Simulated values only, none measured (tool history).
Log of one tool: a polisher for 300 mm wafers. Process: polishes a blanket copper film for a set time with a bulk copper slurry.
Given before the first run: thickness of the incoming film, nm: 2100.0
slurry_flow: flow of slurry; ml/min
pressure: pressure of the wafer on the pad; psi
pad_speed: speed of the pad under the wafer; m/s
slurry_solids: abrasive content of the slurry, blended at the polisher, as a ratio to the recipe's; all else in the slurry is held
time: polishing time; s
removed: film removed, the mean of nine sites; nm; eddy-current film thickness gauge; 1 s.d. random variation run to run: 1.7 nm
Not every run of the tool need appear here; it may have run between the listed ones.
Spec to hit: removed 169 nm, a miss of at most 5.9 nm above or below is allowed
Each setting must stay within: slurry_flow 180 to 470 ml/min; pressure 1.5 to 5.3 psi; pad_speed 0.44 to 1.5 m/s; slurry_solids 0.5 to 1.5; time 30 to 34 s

| run | hour | slurry_flow | pressure | pad_speed | slurry_solids | time | removed |
|---|---|---|---|---|---|---|---|
| 1 | 0 | 300 | 3.4 | 0.96 | 1 | 34 | 339.98 |
| 2 | 7.6 | 300 | 2.8 | 0.92 | 1 | 34 | 286.95 |
| 3 | 13 | 300 | 2.4 | 0.84 | 1 | 34 | 242.8 |
| 4 | 16.6 | 300 | 2.4 | 0.84 | 0.85 | 34 | 239.89 |
| 5 | 23.6 | 300 | 2.4 | 0.96 | 0.85 | 34 | 255.94 |
| 6 | 25 | 300 | 2.1 | 0.88 | 0.85 | 34 | 225.87 |
| 7 | 26.1 | 300 | 1.9 | 0.82 | 0.85 | 34 | 205.84 |
| 8 | 31.5 | 300 | 1.8 | 0.78 | 0.85 | 34 | 191.24 |
| 9 | 32.8 | 300 | 1.7 | 0.76 | 0.85 | 34 | 181.17 |
| 10 | 39.5 | 300 | 1.6 | 0.76 | 0.85 | 34 | 176.17 |

Which single option among these 5 for the next run brings every result within its allowed miss of target? Just one does.
| A | 46.2 | 385 | 1.5 | 0.88 | 0.9 | 32 | ? |
| B | 46.2 | 295 | 1.5 | 0.76 | 0.95 | 33 | ? |
| C | 46.2 | 345 | 2 | 0.66 | 0.8 | 33 | ? |
| D | 46.2 | 365 | 1.7 | 0.88 | 0.7 | 32 | ? |
| E | 46.2 | 225 | 2.9 | 0.48 | 0.8 | 34 | ? |

| move | removed |
|---|---|
| A | 180.63 |
| B | 168.22 |
| C | 181.16 |
| D | 185.53 |
| E | 193.6 |
A: moves away from the targets compared with the last run
B: in spec on every target
C: moves away from the targets compared with the last run
D: moves away from the targets compared with the last run
E: moves away from the targets compared with the last run
The right move is B.

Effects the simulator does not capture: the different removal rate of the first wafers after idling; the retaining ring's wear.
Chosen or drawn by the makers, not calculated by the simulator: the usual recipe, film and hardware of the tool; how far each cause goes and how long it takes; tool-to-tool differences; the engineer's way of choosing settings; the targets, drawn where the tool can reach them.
